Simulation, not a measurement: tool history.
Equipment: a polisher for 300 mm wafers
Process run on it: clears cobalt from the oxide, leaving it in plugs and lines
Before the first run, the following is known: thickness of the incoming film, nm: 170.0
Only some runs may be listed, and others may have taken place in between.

run  hour  flow of slurry (ml/min)  pressure of the wafer on the pad (psi)  speed of the pad under the wafer (m/s)  overpolish time after the end point (s)  time until the end point was called (s)  dishing of a wide line in a test structure (angstrom)
  1   0.0                      280                                     2.4                                    0.78                                       28                                   34.710                                                 586.71
  2   0.5                      280                                     2.4                                    0.78                                       33                                   34.177                                                 645.56
  3   2.1                      280                                     2.5                                    0.78                                       31                                   34.957                                                 630.87
  4   5.0                      280                                     2.6                                    0.80                                       28                                   32.121                                                 621.87
  5   6.8                      280                                     2.6                                    0.80                                       26                                   32.046                                                 596.06
  6  13.9                      280                                     2.6                                    0.80                                       25                                   32.099                                                 582.86
  7  21.5                      280                                     2.6                                    0.80                                       24                                   31.714                                                 585.61
  8  30.0                      280                                     2.6                                    0.80                                       23                                   32.144                                                 588.10

What will run 9 give?
  9  38.7                      280                                     2.6                                    0.80                                       21                                        ?                                                      ?

time until the end point was called (s): 33.035
dishing of a wide line in a test structure (angstrom): 547.78
